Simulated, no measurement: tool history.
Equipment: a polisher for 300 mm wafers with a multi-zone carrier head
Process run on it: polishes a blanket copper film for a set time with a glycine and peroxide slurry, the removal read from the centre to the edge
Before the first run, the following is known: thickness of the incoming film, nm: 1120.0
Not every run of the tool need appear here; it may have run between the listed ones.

run,hour,flow of slurry (ml/min),pressure of the head's centre zone,pressure of the head's middle zone,pressure of the head's edge zone,polishing time (s),film removed at the wafer's centre (Å),film removed at mid-radius (Å),film removed at the wafer's edge (Å)
1,0,220,1,1,1,60,2762.7,2846.9,2872.6
2,8.7,215,0.98,0.98,0.99,59,2666.3,2785.6,2791.5
3,17.6,215,0.94,0.98,0.99,59,2605.7,2770.9,2867.9
4,25.3,215,0.94,0.98,0.92,59,2586.6,2691.8,2646.9
5,27,215,0.94,0.98,0.92,66,2831.9,3061.8,2940.2
# hour 32.5: slurry nozzle cleaned
6,32.5,195,0.94,0.98,0.92,66,2833.9,3071.2,3098.1
7,34.7,190,0.93,0.97,0.91,65,2773.9,3016.5,2941.3

What will run 8 give?
8,38.9,190,0.92,0.95,0.92,63,?,?,?

{"run 8": {"film removed at the wafer's centre (Å)": 2704.5, "film removed at mid-radius (Å)": 2903.1, "film removed at the wafer's edge (Å)": 2924.3}}
